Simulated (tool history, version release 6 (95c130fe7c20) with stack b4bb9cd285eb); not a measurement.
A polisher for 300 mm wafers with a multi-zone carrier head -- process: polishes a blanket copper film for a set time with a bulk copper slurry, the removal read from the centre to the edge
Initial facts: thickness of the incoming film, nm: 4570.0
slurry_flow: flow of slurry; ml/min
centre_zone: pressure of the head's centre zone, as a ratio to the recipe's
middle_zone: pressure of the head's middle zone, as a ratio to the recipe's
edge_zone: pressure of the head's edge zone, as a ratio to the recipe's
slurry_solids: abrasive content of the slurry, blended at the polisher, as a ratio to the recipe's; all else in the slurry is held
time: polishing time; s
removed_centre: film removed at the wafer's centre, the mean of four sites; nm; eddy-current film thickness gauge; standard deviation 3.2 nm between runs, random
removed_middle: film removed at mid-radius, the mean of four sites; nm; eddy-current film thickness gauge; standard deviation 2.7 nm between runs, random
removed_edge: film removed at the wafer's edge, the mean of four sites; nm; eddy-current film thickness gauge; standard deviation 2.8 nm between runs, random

Run 1, hour 0.0: slurry_flow 250 ml/min, centre_zone 1.00, middle_zone 1.00, edge_zone 1.00, slurry_solids 1.00, time 87 s. Result: removed_centre 507.82 nm, removed_middle 517.18 nm, removed_edge 500.52 nm.
Run 2, hour 2.7: slurry_flow 245 ml/min, centre_zone 0.99, middle_zone 0.99, edge_zone 0.98, slurry_solids 0.90, time 80 s. Result: removed_centre 461.83 nm, removed_middle 465.03 nm, removed_edge 431.45 nm.
Run 3, hour 7.3: slurry_flow 235 ml/min, centre_zone 0.96, middle_zone 0.97, edge_zone 0.99, slurry_solids 0.85, time 76 s. Result: removed_centre 414.54 nm, removed_middle 430.34 nm, removed_edge 418.28 nm.
Run 4, hour 15.6: slurry_flow 235 ml/min, centre_zone 0.94, middle_zone 0.95, edge_zone 0.97, slurry_solids 0.80, time 72 s. Result: removed_centre 379.27 nm, removed_middle 401.32 nm, removed_edge 382.97 nm.
Run 5, hour 21.3: slurry_flow 230 ml/min, centre_zone 0.93, middle_zone 0.93, edge_zone 0.95, slurry_solids 0.75, time 70 s. Result: removed_centre 360.79 nm, removed_middle 383.39 nm, removed_edge 365.56 nm.
Run 6, hour 26.7: slurry_flow 225 ml/min, centre_zone 0.92, middle_zone 0.91, edge_zone 0.93, slurry_solids 0.70, time 68 s. Result: removed_centre 344.10 nm, removed_middle 355.40 nm, removed_edge 347.55 nm.
Run 7, hour 28.8: slurry_flow 225 ml/min, centre_zone 0.91, middle_zone 0.91, edge_zone 0.91, slurry_solids 0.65, time 66 s. Result: removed_centre 325.37 nm, removed_middle 343.32 nm, removed_edge 332.34 nm.
Run 8, hour 35.3: slurry_flow 225 ml/min, centre_zone 0.91, middle_zone 0.91, edge_zone 0.90, slurry_solids 0.60, time 64 s. Result: removed_centre 308.70 nm, removed_middle 327.65 nm, removed_edge 320.21 nm.
Run 9, hour 37.7: slurry_flow 225 ml/min, centre_zone 0.92, middle_zone 0.91, edge_zone 0.88, slurry_solids 0.60, time 63 s. Result: removed_centre 303.88 nm, removed_middle 328.36 nm, removed_edge 309.75 nm.
Run 10, hour 46.4: slurry_flow 220 ml/min, centre_zone 0.92, middle_zone 0.90, edge_zone 0.87, slurry_solids 0.60, time 62 s. Result: removed_centre 300.67 nm, removed_middle 313.00 nm, removed_edge 297.19 nm.
Run 11, hour 47.9: slurry_flow 220 ml/min, centre_zone 0.92, middle_zone 0.90, edge_zone 0.87, slurry_solids 0.60, time 62 s. Result: removed_centre 300.98 nm, removed_middle 314.02 nm, removed_edge 302.28 nm.
Run 12, hour 48.7: slurry_flow 215 ml/min, centre_zone 0.92, middle_zone 0.90, edge_zone 0.86, slurry_solids 0.60, time 62 s. Result: removed_centre 306.60 nm, removed_middle 314.33 nm, removed_edge 306.91 nm.
Run 13, hour 53.4: slurry_flow 225 ml/min, centre_zone 0.92, middle_zone 0.90, edge_zone 0.85, slurry_solids 0.60, time 61 s. Result: removed_centre 294.17 nm, removed_middle 311.75 nm, removed_edge 295.76 nm.
Run 14, hour 57.0: slurry_flow 225 ml/min, centre_zone 0.92, middle_zone 0.90, edge_zone 0.84, slurry_solids 0.60, time 61 s. Result: removed_centre 301.16 nm, removed_middle 311.74 nm, removed_edge 289.73 nm.
Run 15, hour 65.5: slurry_flow 225 ml/min, centre_zone 0.92, middle_zone 0.90, edge_zone 0.84, slurry_solids 0.60, time 61 s. Result: removed_centre 299.61 nm, removed_middle 311.10 nm, removed_edge 296.26 nm.
At hour 73.8: edge zone pressure recalibrated.
Run 16, hour 73.8: slurry_flow 225 ml/min, centre_zone 0.92, middle_zone 0.90, edge_zone 0.83, slurry_solids 0.60, time 61 s. Result: removed_centre 300.12 nm, removed_middle 314.02 nm, removed_edge 300.05 nm.
Run 17, hour 79.1: slurry_flow 220 ml/min, centre_zone 0.92, middle_zone 0.90, edge_zone 0.83, slurry_solids 0.60, time 61 s. Result: removed_centre 301.50 nm, removed_middle 313.19 nm, removed_edge 298.57 nm.
Run 18, hour 82.3: slurry_flow 220 ml/min, centre_zone 0.92, middle_zone 0.90, edge_zone 0.83, slurry_solids 0.60, time 61 s. Result: removed_centre 301.85 nm, removed_middle 311.07 nm, removed_edge 299.14 nm.

What will run 19 give?
Run 19, hour 89.9: slurry_flow 225 ml/min, centre_zone 0.92, middle_zone 0.90, edge_zone 0.83, slurry_solids 0.60, time 61 s. Result: removed_centre ?, removed_middle ?, removed_edge ?.

{"run 19": {"removed_centre": 301.72, "removed_middle": 311.14, "removed_edge": 299.88}}

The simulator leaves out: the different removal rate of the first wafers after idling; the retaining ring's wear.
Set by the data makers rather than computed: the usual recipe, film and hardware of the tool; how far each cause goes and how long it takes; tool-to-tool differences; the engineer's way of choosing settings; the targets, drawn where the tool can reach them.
